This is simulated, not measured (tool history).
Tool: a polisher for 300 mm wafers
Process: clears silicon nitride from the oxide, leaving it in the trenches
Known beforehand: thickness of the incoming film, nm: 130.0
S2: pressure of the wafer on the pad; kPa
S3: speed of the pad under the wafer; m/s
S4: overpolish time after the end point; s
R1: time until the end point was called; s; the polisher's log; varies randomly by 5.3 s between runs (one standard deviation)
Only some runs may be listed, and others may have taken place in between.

Run 1, day 0.000: flow of slurry (ml/min) 250, S2 20.7 kPa, S3 1.02 m/s, S4 16 s. Result: R1 132.50 s.
Run 2, day 0.192: flow of slurry (ml/min) 250, S2 20.7 kPa, S3 1.02 m/s, S4 16 s. Result: R1 141.74 s.
Run 3, day 0.283: flow of slurry (ml/min) 250, S2 19.3 kPa, S3 1.00 m/s, S4 16 s. Result: R1 148.03 s.
Run 4, day 0.546: flow of slurry (ml/min) 250, S2 17.9 kPa, S3 0.98 m/s, S4 16 s. Result: R1 158.69 s.
Run 5, day 0.800: flow of slurry (ml/min) 250, S2 17.9 kPa, S3 0.98 m/s, S4 16 s. Result: R1 161.11 s.
Run 6, day 0.879: flow of slurry (ml/min) 250, S2 21.4 kPa, S3 0.98 m/s, S4 16 s. Result: R1 137.51 s.
Run 7, day 1.171: flow of slurry (ml/min) 250, S2 20.0 kPa, S3 0.94 m/s, S4 16 s. Result: R1 149.76 s.
Run 8, day 1.525: flow of slurry (ml/min) 250, S2 18.6 kPa, S3 0.92 m/s, S4 16 s. Result: R1 175.95 s.
Run 9, day 1.838: flow of slurry (ml/min) 250, S2 17.9 kPa, S3 0.92 m/s, S4 16 s. Result: R1 171.63 s.

Forecast run 10:
Run 10, day 2.054: flow of slurry (ml/min) 250, S2 17.2 kPa, S3 0.90 m/s, S4 16 s. Result: R1 ?.

Run 10 yielded R1 183.89 s.

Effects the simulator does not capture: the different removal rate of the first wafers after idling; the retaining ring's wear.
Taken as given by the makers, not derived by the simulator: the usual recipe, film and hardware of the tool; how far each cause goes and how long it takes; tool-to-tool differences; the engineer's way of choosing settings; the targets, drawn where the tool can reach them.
